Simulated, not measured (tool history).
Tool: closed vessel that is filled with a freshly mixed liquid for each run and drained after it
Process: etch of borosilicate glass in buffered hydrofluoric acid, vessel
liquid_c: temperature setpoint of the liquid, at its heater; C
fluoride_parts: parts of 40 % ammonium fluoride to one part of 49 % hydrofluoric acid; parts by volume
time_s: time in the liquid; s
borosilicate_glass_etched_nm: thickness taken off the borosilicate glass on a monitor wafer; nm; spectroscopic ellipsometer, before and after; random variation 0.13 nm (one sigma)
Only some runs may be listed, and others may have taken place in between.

run 1 hour=0.0 | liquid_c=24.0 fluoride_parts=22.5 time_s=35 | borosilicate_glass_etched_nm=20.828
run 2 hour=3.3 | liquid_c=24.0 fluoride_parts=26.0 time_s=35 | borosilicate_glass_etched_nm=18.821
run 3 hour=12.5 | liquid_c=24.0 fluoride_parts=29.5 time_s=35 | borosilicate_glass_etched_nm=17.468
run 4 hour=21.0 | liquid_c=23.5 fluoride_parts=29.5 time_s=35 | borosilicate_glass_etched_nm=17.061
run 5 hour=26.7 | liquid_c=23.5 fluoride_parts=29.5 time_s=30 | borosilicate_glass_etched_nm=14.503
run 6 hour=34.7 | liquid_c=23.5 fluoride_parts=29.5 time_s=35 | borosilicate_glass_etched_nm=16.516

For run 7, what comes out?
run 7 hour=38.3 | liquid_c=23.0 fluoride_parts=29.5 time_s=35 | borosilicate_glass_etched_nm=?

borosilicate_glass_etched_nm: 16.352 nm
